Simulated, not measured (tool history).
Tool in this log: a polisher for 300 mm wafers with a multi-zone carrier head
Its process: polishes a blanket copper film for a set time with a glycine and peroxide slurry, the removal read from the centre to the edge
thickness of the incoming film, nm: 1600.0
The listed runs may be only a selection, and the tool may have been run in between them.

run  hour  flow of slurry (ml/min)  pressure of the head's centre zone  pressure of the head's middle zone  pressure of the head's edge zone  polishing time (s)  film removed at the wafer's centre (Å)  film removed at mid-radius (Å)  film removed at the wafer's edge (Å)
  1   0.0                      215                                1.00                                1.00                              1.00                  52                                  2951.3                          2904.1                                2892.5
  2   6.1                      210                                0.98                                0.99                              1.00                  52                                  2820.8                          2888.8                                2903.2
  3   7.6                      250                                0.98                                0.99                              1.00                  52                                  2935.6                          2963.2                                2942.5
  4  10.9                      295                                0.98                                0.99                              1.00                  52                                  2966.5                          3030.0                                3046.3
  5  15.7                      290                                0.96                                0.98                              0.99                  52                                  2991.5                          3004.6                                3018.1
  6  23.0                      290                                0.96                                0.95                              0.99                  52                                  2890.1                          2897.1                                3020.5
  7  29.2                      280                                0.94                                0.95                              0.99                  52                                  2843.4                          2894.2                                2985.7
  8  30.2                      270                                0.93                                0.95                              0.99                  52                                  2735.9                          2888.2                                3006.2
  9  35.3                      265                                0.92                                0.94                              0.98                  52                                  2721.2                          2880.3                                2947.0

What will run 10 give?
 10  39.6                      205                                0.82                                0.85                              1.00                  49                                       ?                               ?                                     ?

film removed at the wafer's centre (Å): 2208.6
film removed at mid-radius (Å): 2398.2
film removed at the wafer's edge (Å): 2722.0

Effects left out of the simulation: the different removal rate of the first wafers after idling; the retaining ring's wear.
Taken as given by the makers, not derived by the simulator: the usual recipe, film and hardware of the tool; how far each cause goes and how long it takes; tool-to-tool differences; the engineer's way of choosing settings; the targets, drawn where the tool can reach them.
